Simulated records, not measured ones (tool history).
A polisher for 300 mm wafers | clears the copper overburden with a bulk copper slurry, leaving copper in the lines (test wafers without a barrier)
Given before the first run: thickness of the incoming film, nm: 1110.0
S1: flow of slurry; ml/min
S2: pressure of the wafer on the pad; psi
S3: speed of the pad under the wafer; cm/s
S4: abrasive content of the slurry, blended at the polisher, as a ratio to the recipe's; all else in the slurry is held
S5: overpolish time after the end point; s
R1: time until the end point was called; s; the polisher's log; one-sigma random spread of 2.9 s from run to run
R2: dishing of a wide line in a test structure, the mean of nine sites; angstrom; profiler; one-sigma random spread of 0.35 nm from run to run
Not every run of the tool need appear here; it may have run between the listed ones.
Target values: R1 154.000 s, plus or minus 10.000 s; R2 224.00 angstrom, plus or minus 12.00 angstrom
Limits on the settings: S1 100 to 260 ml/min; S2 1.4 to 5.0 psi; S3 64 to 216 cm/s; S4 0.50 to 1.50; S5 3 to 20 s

run    day   S1   S2   S3    S4  S5       R1      R2
  1  0.000  165  3.2  140  1.00  10   65.750  311.85
  2  0.092  165  2.7  128  1.00   8   80.958  289.53
  3  0.388  170  2.3  114  1.00   7  102.100  251.88
  4  0.538  170  2.3  114  1.00   3  102.210  159.58
  5  0.638  170  2.1  108  1.00   4  114.790  176.99
  6  0.962  170  2.1  108  1.00   3  112.880  143.05
  7  1.054  170  1.4   98  1.00   8  176.130  212.73
  8  1.200  175  1.7  104  1.00  10  142.680  250.91
  9  1.250  180  1.6  104  1.00  10  152.520  248.68
 10  1.350  185  1.6  104  1.00  10  143.610  252.29
 11  1.442  185  1.5  104  1.00  10  157.420  247.99
 12  1.721  185  1.5  104  1.00  10  157.750  245.28
 13  1.921  185  1.5  108  1.00   5  157.890  167.64
 14  2.021  185  1.5  112  1.00   6  153.960  192.59
 15  2.396  185  1.5  116  1.00   6  148.570  194.82
 16  2.454  180  1.5  118  1.00   6  148.260  195.25
 17  2.696  175  1.5  120  1.00   6  148.090  197.23
 18  2.812  170  1.5  122  1.00   6  143.370  198.89

Which one of the following 4 next-run settings gets every result inside its allowed miss? There is exactly one.
  A  2.929  110  1.4  138  1.25   7   ?   ?
  B  2.929  170  1.6  136  0.90   9   ?   ?
  C  2.929  200  1.4  122  1.15   8   ?   ?
  D  2.929  175  1.5  150  1.00   9   ?   ?

move       R1      R2
   A  155.380  204.69
   B  131.460  251.15
   C  149.960  223.50
   D  129.300  251.94
A: nearer than the last run, and not there yet
B: takes the biggest miss from the last run beyond its target
C: every result lands within tolerance
D: takes the biggest miss from the last run beyond its target
C meets every target.

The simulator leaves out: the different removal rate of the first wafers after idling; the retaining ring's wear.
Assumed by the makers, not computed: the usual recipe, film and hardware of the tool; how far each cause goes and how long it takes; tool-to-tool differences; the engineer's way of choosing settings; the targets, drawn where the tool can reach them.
